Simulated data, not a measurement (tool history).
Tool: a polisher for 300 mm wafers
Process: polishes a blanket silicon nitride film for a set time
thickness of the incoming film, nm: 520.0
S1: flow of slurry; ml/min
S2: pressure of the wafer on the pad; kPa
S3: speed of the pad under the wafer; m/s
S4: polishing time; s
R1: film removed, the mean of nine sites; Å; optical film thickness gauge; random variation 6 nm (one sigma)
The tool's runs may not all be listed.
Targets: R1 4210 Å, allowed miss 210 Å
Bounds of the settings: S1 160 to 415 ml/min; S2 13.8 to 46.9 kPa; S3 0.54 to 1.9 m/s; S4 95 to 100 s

run    day   S1    S2    S3  S4      R1
  1      0  265  30.3  1.22  95  3035.3
  2  0.262  265  30.3  1.22  95  2942.6
  3  0.371  265  32.4  1.22  95    3098
  4  0.458  265  34.5  1.24  95  3269.1
  5  0.788  265  34.5  1.24  95    3334
  6  1.092  265  34.5  1.46  95  3627.8
  7  1.283  265  35.2  1.46  95  3728.5
  8  1.512  265  35.9  1.46  95  3604.3
  9    1.6  265  37.2  1.48  95  3837.8
 10  1.729  265  37.2  1.48  95  3781.4

4 next moves are on the table. One of them brings every result within its allowed miss. Which?
  A  1.858  320  42.7  1.42  100   ?
  B  1.858  270  42.7  1.62  100   ?
  C  1.858  265  42.1  1.64  100   ?
  D  1.858  200  41.4  1.54   96   ?

move      R1
   A  4493.3
   B  4804.5
   C  4770.3
   D  4241.2
A: takes the result that was furthest off past its target
B: takes the result that was furthest off past its target
C: takes the result that was furthest off past its target
D: meets every target
Answer: D
